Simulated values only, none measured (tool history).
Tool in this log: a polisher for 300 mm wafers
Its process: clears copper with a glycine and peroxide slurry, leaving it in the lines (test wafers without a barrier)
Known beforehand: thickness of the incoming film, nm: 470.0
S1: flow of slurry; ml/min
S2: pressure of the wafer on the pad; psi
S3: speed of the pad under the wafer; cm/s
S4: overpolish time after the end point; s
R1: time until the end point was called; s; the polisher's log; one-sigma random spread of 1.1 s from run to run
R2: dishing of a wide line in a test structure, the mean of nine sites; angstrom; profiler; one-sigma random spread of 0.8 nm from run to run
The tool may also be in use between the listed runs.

{"run": 1, "hour": 0.0, "S1": 265, "S2": 2.4, "S3": 116, "S4": 28, "R1": 67.884, "R2": 991.1}
{"run": 2, "hour": 5.2, "S1": 290, "S2": 2.4, "S3": 116, "S4": 28, "R1": 68.953, "R2": 955.09}
{"run": 3, "hour": 14.0, "S1": 220, "S2": 2.4, "S3": 116, "S4": 28, "R1": 68.229, "R2": 970.69}
{"run": 4, "hour": 19.8, "S1": 205, "S2": 2, "S3": 134, "S4": 22, "R1": 72.874, "R2": 801.65}
{"run": 5, "hour": 24.1, "S1": 205, "S2": 2.4, "S3": 134, "S4": 22, "R1": 61.78, "R2": 884.21}
{"run": 6, "hour": 32.9, "S1": 205, "S2": 2.4, "S3": 134, "S4": 30, "R1": 62.578, "R2": 1121}
{"run": 7, "hour": 38.5, "S1": 265, "S2": 2.6, "S3": 112, "S4": 24, "R1": 67.529, "R2": 925.48}
{"hour": 40.1, "done": "head pressure recalibrated"}
{"run": 8, "hour": 40.1, "S1": 265, "S2": 2.6, "S3": 112, "S4": 24, "R1": 70.774, "R2": 886.55}
{"run": 9, "hour": 45.1, "S1": 305, "S2": 2.2, "S3": 130, "S4": 20, "R1": 69.94, "R2": 779.78}
{"run": 10, "hour": 48.5, "S1": 335, "S2": 2, "S3": 144, "S4": 17, "R1": 69.642, "R2": 678.03}
{"run": 11, "hour": 57.0, "S1": 410, "S2": 1.5, "S3": 176, "S4": 8, "R1": 69.058, "R2": 345.81}
{"run": 12, "hour": 59.1, "S1": 400, "S2": 2, "S3": 180, "S4": 9, "R1": 55.876, "R2": 480.45}
{"run": 13, "hour": 66.2, "S1": 405, "S2": 2, "S3": 180, "S4": 9, "R1": 56.906, "R2": 473.94}

Run 14 comes next. What will it give?
{"run": 14, "hour": 70.3, "S1": 405, "S2": 2, "S3": 180, "S4": 9, "R1": "?", "R2": "?"}

R1: 57.07 s
R2: 474.18 angstrom
